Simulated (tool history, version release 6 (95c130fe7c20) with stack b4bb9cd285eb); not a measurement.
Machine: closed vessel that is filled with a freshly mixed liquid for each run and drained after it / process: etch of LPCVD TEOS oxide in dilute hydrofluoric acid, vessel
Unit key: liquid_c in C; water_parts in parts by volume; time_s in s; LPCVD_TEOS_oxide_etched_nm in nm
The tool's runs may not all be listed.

| run | hour | liquid_c | water_parts | time_s | LPCVD_TEOS_oxide_etched_nm |
|---|---|---|---|---|---|
| 1 | 0.0 | 24.0 | 150 | 40 | 5.6824 |
| 2 | 4.9 | 24.0 | 175 | 40 | 4.7093 |
| 3 | 6.0 | 23.0 | 175 | 40 | 4.5477 |
| 4 | 9.3 | 20.0 | 175 | 40 | 4.0608 |
| 5 | 10.9 | 20.0 | 135 | 40 | 5.4547 |
| 6 | 13.0 | 20.0 | 105 | 40 | 7.2224 |
| 7 | 21.6 | 20.0 | 105 | 40 | 7.2382 |
| 8 | 23.4 | 19.5 | 115 | 40 | 6.3496 |
|  | 30.2 | thermometer replaced |
| 9 | 30.2 | 19.0 | 125 | 40 | 6.3183 |
| 10 | 36.8 | 19.0 | 135 | 40 | 5.8082 |

Estimate the outcome of run 11 from the log above:
| 11 | 45.6 | 19.0 | 145 | 40 | ? |

For run 11 the tool returned LPCVD_TEOS_oxide_etched_nm 5.3391 nm.

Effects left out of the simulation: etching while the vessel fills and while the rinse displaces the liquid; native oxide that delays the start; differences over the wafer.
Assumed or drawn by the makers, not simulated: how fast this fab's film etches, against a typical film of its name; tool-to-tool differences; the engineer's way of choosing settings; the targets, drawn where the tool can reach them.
